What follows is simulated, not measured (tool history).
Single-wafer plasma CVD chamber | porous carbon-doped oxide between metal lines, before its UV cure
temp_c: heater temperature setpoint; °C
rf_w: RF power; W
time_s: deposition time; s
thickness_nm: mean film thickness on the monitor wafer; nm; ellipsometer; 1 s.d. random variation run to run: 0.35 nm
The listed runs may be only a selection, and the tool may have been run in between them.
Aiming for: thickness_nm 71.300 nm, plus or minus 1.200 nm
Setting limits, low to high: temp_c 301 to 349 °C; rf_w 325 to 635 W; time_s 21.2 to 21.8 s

run  hour  temp_c  rf_w  time_s  thickness_nm
  1   0.0     325   480    21.2        90.455
  2   4.0     327   470    21.2        87.477
  3  10.3     329   465    21.2        86.880
  4  16.6     331   455    21.2        84.222
  5  21.8     333   450    21.2        82.438
  6  25.6     334   445    21.2        81.696
  7  26.8     335   440    21.2        80.142
  8  27.5     336   435    21.2        78.899
  9  30.9     337   435    21.2        78.979

Which of these 5 next moves meets every target?
  A  34.3     335   475    21.8             ?
  B  34.3     342   400    21.2             ?
  C  34.3     349   425    21.5             ?
  D  34.3     335   465    21.8             ?
  E  34.3     336   410    21.2             ?

move  thickness_nm
   A        88.372
   B        71.483
   C        74.729
   D        86.868
   E        74.936
A: the biggest miss grows against the last run
B: every result within its allowed miss
C: nearer the targets than the last run, but a result is still out of spec
D: the biggest miss grows against the last run
E: nearer the targets than the last run, but a result is still out of spec
The move that meets every target is B.

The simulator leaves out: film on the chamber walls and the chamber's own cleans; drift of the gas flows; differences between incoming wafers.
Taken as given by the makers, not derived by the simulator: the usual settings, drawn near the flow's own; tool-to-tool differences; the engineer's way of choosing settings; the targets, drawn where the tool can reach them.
